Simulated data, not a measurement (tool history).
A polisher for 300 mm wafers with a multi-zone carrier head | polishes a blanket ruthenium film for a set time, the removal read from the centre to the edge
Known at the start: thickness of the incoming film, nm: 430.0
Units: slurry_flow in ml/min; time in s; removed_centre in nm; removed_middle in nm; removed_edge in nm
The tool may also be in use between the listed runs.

{"run": 1, "hour": 0.0, "slurry_flow": 190, "centre_zone": 1.0, "middle_zone": 1.0, "edge_zone": 1.0, "time": 31, "removed_centre": 53.35, "removed_middle": 48.822, "removed_edge": 49.08}
{"run": 2, "hour": 8.4, "slurry_flow": 190, "centre_zone": 1.0, "middle_zone": 1.0, "edge_zone": 1.04, "time": 31, "removed_centre": 53.373, "removed_middle": 48.727, "removed_edge": 50.444}
{"run": 3, "hour": 10.1, "slurry_flow": 185, "centre_zone": 0.98, "middle_zone": 0.99, "edge_zone": 1.03, "time": 29, "removed_centre": 49.156, "removed_middle": 44.072, "removed_edge": 46.751}
{"run": 4, "hour": 17.1, "slurry_flow": 180, "centre_zone": 0.96, "middle_zone": 1.0, "edge_zone": 1.02, "time": 28, "removed_centre": 45.645, "removed_middle": 42.514, "removed_edge": 43.233}
{"run": 5, "hour": 22.9, "slurry_flow": 180, "centre_zone": 0.93, "middle_zone": 1.0, "edge_zone": 1.02, "time": 28, "removed_centre": 44.283, "removed_middle": 42.575, "removed_edge": 43.254}
{"run": 6, "hour": 24.0, "slurry_flow": 180, "centre_zone": 0.93, "middle_zone": 0.92, "edge_zone": 1.02, "time": 28, "removed_centre": 43.9, "removed_middle": 40.857, "removed_edge": 44.771}

The next listed run, before its measurement:
{"hour": 28.4, "done": "centre zone pressure recalibrated"}
{"run": 7, "hour": 28.4, "slurry_flow": 175, "centre_zone": 0.91, "middle_zone": 0.92, "edge_zone": 1.01, "time": 27, "removed_centre": "?", "removed_middle": "?", "removed_edge": "?"}

{"run 7": {"removed_centre": 38.415, "removed_middle": 38.058, "removed_edge": 41.966}}
